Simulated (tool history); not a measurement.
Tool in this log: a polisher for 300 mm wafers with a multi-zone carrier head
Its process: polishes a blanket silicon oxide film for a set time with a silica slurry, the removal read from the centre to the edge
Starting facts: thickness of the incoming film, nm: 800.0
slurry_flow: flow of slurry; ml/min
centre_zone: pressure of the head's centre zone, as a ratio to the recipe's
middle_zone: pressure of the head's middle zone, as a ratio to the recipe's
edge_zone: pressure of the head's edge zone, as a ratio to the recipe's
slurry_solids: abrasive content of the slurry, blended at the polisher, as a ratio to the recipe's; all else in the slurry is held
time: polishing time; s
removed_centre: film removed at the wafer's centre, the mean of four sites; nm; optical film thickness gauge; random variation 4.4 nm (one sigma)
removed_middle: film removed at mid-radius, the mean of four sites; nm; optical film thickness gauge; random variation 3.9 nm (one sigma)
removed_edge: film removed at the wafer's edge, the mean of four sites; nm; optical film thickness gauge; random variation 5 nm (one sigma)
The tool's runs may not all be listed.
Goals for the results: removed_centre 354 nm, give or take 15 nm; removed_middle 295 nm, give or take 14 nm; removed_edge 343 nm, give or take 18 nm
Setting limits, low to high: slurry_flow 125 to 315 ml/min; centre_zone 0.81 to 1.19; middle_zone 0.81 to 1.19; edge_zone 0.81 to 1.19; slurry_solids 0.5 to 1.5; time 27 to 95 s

run	hour	slurry_flow	centre_zone	middle_zone	edge_zone	slurry_solids	time	removed_centre	removed_middle	removed_edge
1	0	205	1	1	1	1	61	234.36	237.83	232.66
2	3.3	205	1	1	1.04	1	61	229.03	234.14	238.01
3	6.4	235	1	1	1.04	1	61	233.9	246.47	242.97
4	14.6	230	1.03	0.98	1.06	1.1	62	255.59	250.64	263.02
5	21.9	235	1.06	0.98	1.07	1.2	62	277.91	260.96	271.82
6	28.6	235	1.06	0.98	1.07	1.2	48	210.47	199.81	209.6
7	34.1	235	1.07	0.97	1.09	1.25	52	238.68	225.45	237.09
8	40.5	235	1.08	0.95	1.11	1.3	54	244.1	234.43	248.51
9	48.3	245	1.1	0.93	1.12	1.35	56	268.11	242.75	267.96
10	50.3	250	1.11	0.92	1.13	1.4	58	287.23	251.46	278.59
11	54.5	250	1.11	0.91	1.14	1.4	60	295.93	253.31	290.3
12	57.1	250	1.11	0.91	1.15	1.4	61	301.85	250.06	297.03
13	63.8	250	1.11	0.92	1.15	1.4	62	301.59	258.09	306.19

5 next moves are on the table. One of them brings every result within its allowed miss. Which?
A	70.5	255	1.12	0.95	1.18	1.4	78	?	?	?
B	70.5	210	1.15	0.92	1.16	1.45	70	?	?	?
C	70.5	255	1.11	0.98	1.1	1.45	71	?	?	?
D	70.5	250	1.19	0.9	1	1.25	79	?	?	?
E	70.5	260	1.1	0.91	1.16	1.4	79	?	?	?

move	removed_centre	removed_middle	removed_edge
A	391.77	339.82	391.87
B	355.12	293.21	346.29
C	357.98	321.3	348.3
D	402.92	315	349.53
E	390.56	333.3	394.26
A: takes the biggest miss from the last run beyond its target
B: in spec on every target
C: gets the furthest-off result to its target, but another result is out of tolerance
D: takes the biggest miss from the last run beyond its target
E: takes the biggest miss from the last run beyond its target
Correct choice: B, which meets every target
